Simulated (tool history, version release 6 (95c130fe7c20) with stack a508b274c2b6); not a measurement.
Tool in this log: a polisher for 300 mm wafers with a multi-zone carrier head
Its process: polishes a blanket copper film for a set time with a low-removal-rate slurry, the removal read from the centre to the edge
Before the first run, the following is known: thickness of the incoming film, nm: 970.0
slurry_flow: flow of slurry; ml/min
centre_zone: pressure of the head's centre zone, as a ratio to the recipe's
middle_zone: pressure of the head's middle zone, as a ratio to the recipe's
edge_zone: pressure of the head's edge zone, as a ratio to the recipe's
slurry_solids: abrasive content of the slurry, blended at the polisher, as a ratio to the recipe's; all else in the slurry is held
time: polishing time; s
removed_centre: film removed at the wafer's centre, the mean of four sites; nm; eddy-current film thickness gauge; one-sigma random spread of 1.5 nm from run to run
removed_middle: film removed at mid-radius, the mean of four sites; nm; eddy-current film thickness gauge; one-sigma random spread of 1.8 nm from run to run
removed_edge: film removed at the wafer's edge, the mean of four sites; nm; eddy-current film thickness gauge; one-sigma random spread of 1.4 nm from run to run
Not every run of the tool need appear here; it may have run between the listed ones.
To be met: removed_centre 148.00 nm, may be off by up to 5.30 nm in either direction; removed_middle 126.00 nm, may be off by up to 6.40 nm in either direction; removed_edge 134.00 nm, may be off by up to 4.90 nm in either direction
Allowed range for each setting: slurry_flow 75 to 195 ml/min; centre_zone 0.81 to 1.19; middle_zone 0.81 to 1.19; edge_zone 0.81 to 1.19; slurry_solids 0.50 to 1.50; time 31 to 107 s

{"run": 1, "hour": 0.0, "slurry_flow": 125, "centre_zone": 1.0, "middle_zone": 1.0, "edge_zone": 1.0, "slurry_solids": 1.0, "time": 69, "removed_centre": 186.33, "removed_middle": 182.91, "removed_edge": 186.23}
{"run": 2, "hour": 6.5, "slurry_flow": 120, "centre_zone": 1.01, "middle_zone": 0.98, "edge_zone": 0.98, "slurry_solids": 0.9, "time": 67, "removed_centre": 175.6, "removed_middle": 169.69, "removed_edge": 173.93}
{"run": 3, "hour": 13.8, "slurry_flow": 120, "centre_zone": 1.02, "middle_zone": 0.96, "edge_zone": 0.96, "slurry_solids": 0.85, "time": 66, "removed_centre": 172.17, "removed_middle": 166.11, "removed_edge": 168.93}
{"run": 4, "hour": 16.0, "slurry_flow": 130, "centre_zone": 1.02, "middle_zone": 0.96, "edge_zone": 0.96, "slurry_solids": 0.85, "time": 66, "removed_centre": 172.84, "removed_middle": 164.7, "removed_edge": 170.36}
{"run": 5, "hour": 23.5, "slurry_flow": 125, "centre_zone": 1.03, "middle_zone": 0.94, "edge_zone": 0.94, "slurry_solids": 0.8, "time": 65, "removed_centre": 172.66, "removed_middle": 157.8, "removed_edge": 164.63}
{"run": 6, "hour": 25.8, "slurry_flow": 125, "centre_zone": 1.07, "middle_zone": 0.94, "edge_zone": 0.94, "slurry_solids": 0.8, "time": 65, "removed_centre": 176.95, "removed_middle": 159.67, "removed_edge": 165.7}
{"run": 7, "hour": 29.2, "slurry_flow": 125, "centre_zone": 1.07, "middle_zone": 0.93, "edge_zone": 0.92, "slurry_solids": 0.75, "time": 64, "removed_centre": 171.85, "removed_middle": 152.74, "removed_edge": 156.92}
{"run": 8, "hour": 36.3, "slurry_flow": 120, "centre_zone": 1.07, "middle_zone": 0.92, "edge_zone": 0.91, "slurry_solids": 0.7, "time": 64, "removed_centre": 169.4, "removed_middle": 147.43, "removed_edge": 154.18}
{"run": 9, "hour": 45.2, "slurry_flow": 115, "centre_zone": 1.06, "middle_zone": 0.91, "edge_zone": 0.9, "slurry_solids": 0.65, "time": 64, "removed_centre": 165.84, "removed_middle": 143.0, "removed_edge": 149.32}
{"run": 10, "hour": 51.5, "slurry_flow": 110, "centre_zone": 1.05, "middle_zone": 0.9, "edge_zone": 0.89, "slurry_solids": 0.65, "time": 64, "removed_centre": 161.97, "removed_middle": 140.6, "removed_edge": 150.17}
{"run": 11, "hour": 60.2, "slurry_flow": 110, "centre_zone": 1.05, "middle_zone": 0.9, "edge_zone": 0.89, "slurry_solids": 0.65, "time": 64, "removed_centre": 160.43, "removed_middle": 144.69, "removed_edge": 150.46}
{"run": 12, "hour": 67.8, "slurry_flow": 85, "centre_zone": 1.07, "middle_zone": 0.84, "edge_zone": 0.82, "slurry_solids": 0.5, "time": 62, "removed_centre": 139.07, "removed_middle": 117.94, "removed_edge": 128.3}
{"run": 13, "hour": 69.3, "slurry_flow": 90, "centre_zone": 1.07, "middle_zone": 0.84, "edge_zone": 0.82, "slurry_solids": 0.5, "time": 62, "removed_centre": 142.12, "removed_middle": 120.55, "removed_edge": 127.86}
{"run": 14, "hour": 74.0, "slurry_flow": 90, "centre_zone": 1.07, "middle_zone": 0.84, "edge_zone": 0.83, "slurry_solids": 0.5, "time": 62, "removed_centre": 142.93, "removed_middle": 115.09, "removed_edge": 129.92}
{"run": 15, "hour": 82.2, "slurry_flow": 90, "centre_zone": 1.07, "middle_zone": 0.85, "edge_zone": 0.83, "slurry_solids": 0.5, "time": 62, "removed_centre": 142.34, "removed_middle": 121.46, "removed_edge": 131.39}

Exercise: of the 4 proposed moves below, exactly one satisfies all targets within the stated allowed misses. Which move is it?
{"run": "A", "hour": 90.4, "slurry_flow": 80, "centre_zone": 1.03, "middle_zone": 0.85, "edge_zone": 0.87, "slurry_solids": 0.65, "time": 62, "removed_centre": "?", "removed_middle": "?", "removed_edge": "?"}
{"run": "B", "hour": 90.4, "slurry_flow": 75, "centre_zone": 1.08, "middle_zone": 0.84, "edge_zone": 0.85, "slurry_solids": 0.5, "time": 63, "removed_centre": "?", "removed_middle": "?", "removed_edge": "?"}
{"run": "C", "hour": 90.4, "slurry_flow": 100, "centre_zone": 1.15, "middle_zone": 0.88, "edge_zone": 0.81, "slurry_solids": 0.55, "time": 58, "removed_centre": "?", "removed_middle": "?", "removed_edge": "?"}
{"run": "D", "hour": 90.4, "slurry_flow": 75, "centre_zone": 1.13, "middle_zone": 0.86, "edge_zone": 0.81, "slurry_solids": 0.5, "time": 67, "removed_centre": "?", "removed_middle": "?", "removed_edge": "?"}

move=A removed_centre=136.59 removed_middle=118.87 removed_edge=136.19
move=B removed_centre=134.88 removed_middle=112.99 removed_edge=130.47
move=C removed_centre=145.38 removed_middle=119.36 removed_edge=126.16
move=D removed_centre=147.99 removed_middle=122.50 removed_edge=135.97
A: further off than the last run
B: further off than the last run
C: meets the target for the result that was furthest off, but another lies outside its allowed miss
D: meets every target
So the answer is move D, the one that meets all the targets.
